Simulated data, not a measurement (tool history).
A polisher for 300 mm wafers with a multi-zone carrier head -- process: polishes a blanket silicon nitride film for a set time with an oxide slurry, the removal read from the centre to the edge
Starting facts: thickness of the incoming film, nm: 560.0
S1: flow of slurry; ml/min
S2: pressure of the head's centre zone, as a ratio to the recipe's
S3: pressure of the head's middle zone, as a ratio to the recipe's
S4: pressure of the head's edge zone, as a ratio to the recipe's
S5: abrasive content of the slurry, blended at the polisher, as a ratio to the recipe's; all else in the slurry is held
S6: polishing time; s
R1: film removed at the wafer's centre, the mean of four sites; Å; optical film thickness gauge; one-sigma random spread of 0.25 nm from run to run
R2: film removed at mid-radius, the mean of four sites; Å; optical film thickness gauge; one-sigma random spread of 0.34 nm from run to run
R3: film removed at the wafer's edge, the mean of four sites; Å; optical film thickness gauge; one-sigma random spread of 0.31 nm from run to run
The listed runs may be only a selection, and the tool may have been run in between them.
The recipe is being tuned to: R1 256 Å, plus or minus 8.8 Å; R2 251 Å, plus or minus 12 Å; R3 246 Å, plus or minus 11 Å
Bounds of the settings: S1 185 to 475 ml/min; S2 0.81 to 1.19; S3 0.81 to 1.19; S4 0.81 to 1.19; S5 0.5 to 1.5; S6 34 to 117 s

run 1 day=0 | S1=305 S2=1 S3=1 S4=1 S5=1 S6=75 | R1=427.08 R2=411.89 R3=423.99
run 2 day=0.196 | S1=305 S2=1 S3=1 S4=0.98 S5=0.95 S6=72 | R1=398.01 R2=393.38 R3=385.83
run 3 day=0.242 | S1=305 S2=1 S3=1 S4=0.98 S5=0.95 S6=83 | R1=454.64 R2=445.16 R3=440.02
run 4 day=0.4 | S1=305 S2=0.99 S3=0.98 S4=0.97 S5=0.9 S6=80 | R1=426.03 R2=420.04 R3=418.43
run 5 day=0.429 | S1=305 S2=0.99 S3=0.97 S4=0.96 S5=0.85 S6=76 | R1=389.28 R2=378.64 R3=373.69
run 6 day=0.471 | S1=305 S2=0.98 S3=0.95 S4=0.95 S5=0.8 S6=75 | R1=370.74 R2=357.38 R3=361.77
run 7 day=0.8 | S1=305 S2=0.97 S3=0.94 S4=0.94 S5=0.75 S6=73 | R1=343.02 R2=325.97 R3=337.53
run 8 day=0.871 | S1=305 S2=0.96 S3=0.94 S4=0.93 S5=0.7 S6=72 | R1=318.86 R2=306.3 R3=315.07
run 9 day=1.004 | S1=305 S2=0.96 S3=0.94 S4=0.92 S5=0.65 S6=72 | R1=304.99 R2=299.7 R3=296.67
run 10 day=1.242 | S1=305 S2=0.95 S3=0.93 S4=0.91 S5=0.65 S6=72 | R1=300.06 R2=285.48 R3=297.92
run 11 day=1.45 | S1=305 S2=0.95 S3=0.94 S4=0.9 S5=0.65 S6=72 | R1=298.59 R2=296.78 R3=293.43
run 12 day=1.592 | S1=305 S2=0.95 S3=0.93 S4=0.89 S5=0.65 S6=72 | R1=304.45 R2=296.45 R3=295.63
run 13 day=1.825 | S1=305 S2=0.95 S3=0.93 S4=0.88 S5=0.65 S6=72 | R1=298.71 R2=289.44 R3=293.58
run 14 day=2.033 | S1=305 S2=0.95 S3=0.93 S4=0.87 S5=0.65 S6=72 | R1=297.61 R2=294.57 R3=294.86
run 15 day=2.379 | S1=305 S2=0.95 S3=0.93 S4=0.87 S5=0.65 S6=71 | R1=296.45 R2=289.63 R3=287.89
run 16 day=2.55 | S1=305 S2=0.95 S3=0.93 S4=0.86 S5=0.65 S6=71 | R1=292.77 R2=289.25 R3=282.37
run 17 day=2.767 | S1=305 S2=0.95 S3=0.93 S4=0.85 S5=0.65 S6=71 | R1=295.46 R2=290.26 R3=285.36
run 18 day=3.075 | S1=305 S2=0.94 S3=0.92 S4=0.83 S5=0.5 S6=65 | R1=219.2 R2=218.8 R3=210.82
run 19 day=3.421 | S1=310 S2=0.94 S3=0.93 S4=0.84 S5=0.5 S6=65 | R1=219.11 R2=218.11 R3=207.14
-- day=3.792 edge zone pressure recalibrated
run 20 day=3.792 | S1=285 S2=0.94 S3=0.91 S4=0.86 S5=0.75 S6=67 | R1=304.26 R2=288.39 R3=299.54
run 21 day=3.838 | S1=290 S2=0.94 S3=0.92 S4=0.84 S5=0.65 S6=66 | R1=268.86 R2=265.42 R3=266.8
run 22 day=4.038 | S1=290 S2=0.94 S3=0.92 S4=0.84 S5=0.65 S6=66 | R1=271.71 R2=267.04 R3=269.78
run 23 day=4.088 | S1=300 S2=0.94 S3=0.92 S4=0.84 S5=0.65 S6=66 | R1=268.94 R2=263.89 R3=269.89

Which single option among these 5 for the next run brings every result within its allowed miss of target? Just one does.
run A day=4.138 | S1=325 S2=0.89 S3=0.93 S4=0.87 S5=0.7 S6=60 | R1=? R2=? R3=?
run B day=4.138 | S1=265 S2=0.98 S3=0.96 S4=0.88 S5=0.65 S6=67 | R1=? R2=? R3=?
run C day=4.138 | S1=275 S2=1 S3=0.88 S4=0.84 S5=0.7 S6=66 | R1=? R2=? R3=?
run D day=4.138 | S1=345 S2=0.94 S3=0.91 S4=0.81 S5=0.55 S6=69 | R1=? R2=? R3=?
run E day=4.138 | S1=280 S2=0.9 S3=0.85 S4=0.83 S5=0.7 S6=65 | R1=? R2=? R3=?

move=A R1=247.49 R2=255.06 R3=271.01
move=B R1=284.39 R2=273.44 R3=285.56
move=C R1=301.4 R2=264.14 R3=290.54
move=D R1=254.61 R2=243.74 R3=255.34
move=E R1=267.33 R2=253.35 R3=285.09
A: roughly where the last run was
B: the biggest miss grows against the last run
C: the biggest miss grows against the last run
D: each result inside its tolerance
E: the biggest miss grows against the last run
Correct choice: D, which meets every target

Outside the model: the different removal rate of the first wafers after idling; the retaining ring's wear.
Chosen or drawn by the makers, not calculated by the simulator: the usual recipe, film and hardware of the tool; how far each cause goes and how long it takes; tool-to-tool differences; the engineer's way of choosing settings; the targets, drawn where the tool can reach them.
